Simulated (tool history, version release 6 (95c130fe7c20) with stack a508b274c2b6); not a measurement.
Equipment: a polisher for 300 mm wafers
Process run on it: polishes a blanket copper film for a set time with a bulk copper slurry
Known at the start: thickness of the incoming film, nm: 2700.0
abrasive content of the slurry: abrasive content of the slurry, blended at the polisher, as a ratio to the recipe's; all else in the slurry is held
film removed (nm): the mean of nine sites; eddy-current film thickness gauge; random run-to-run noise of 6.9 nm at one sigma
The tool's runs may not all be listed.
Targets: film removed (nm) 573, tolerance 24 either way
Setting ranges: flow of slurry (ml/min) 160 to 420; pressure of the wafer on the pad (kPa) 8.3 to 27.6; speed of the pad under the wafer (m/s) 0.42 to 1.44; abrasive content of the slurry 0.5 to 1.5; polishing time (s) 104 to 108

run	hour	flow of slurry (ml/min)	pressure of the wafer on the pad (kPa)	speed of the pad under the wafer (m/s)	abrasive content of the slurry	polishing time (s)	film removed (nm)
1	0	270	17.9	0.92	1	104	709.22
2	3.5	270	17.9	0.92	1.15	104	726.42
3	11.9	270	17.2	0.92	1.15	104	703.15
4	15.9	270	17.2	1.14	1.15	104	872.24
5	20	270	21.4	1.14	1.15	104	1078.2
6	27.2	270	20	1.14	1.15	104	1013.9
7	34.6	270	15.2	1.1	1.15	104	727.38
8	43.1	270	14.5	1.1	1.15	104	721.02
9	44.9	270	13.8	1.1	1.15	104	665.32
10	48.3	270	12.4	1.1	1.15	104	617.77

Of the 4 settings listed for the next run, only one would bring every result within its allowed miss of target. Which one?
A	51.7	335	11.7	1.04	1.1	108	?
B	51.7	215	11	1.34	1.25	104	?
C	51.7	305	11.7	1.18	1.15	104	?
D	51.7	255	13.8	1.1	1.25	108	?

move	film removed (nm)
A	582.78
B	658.57
C	633.69
D	713.89
A: every result lands within tolerance
B: further off than the last run
C: further off than the last run
D: further off than the last run
The right move is A.
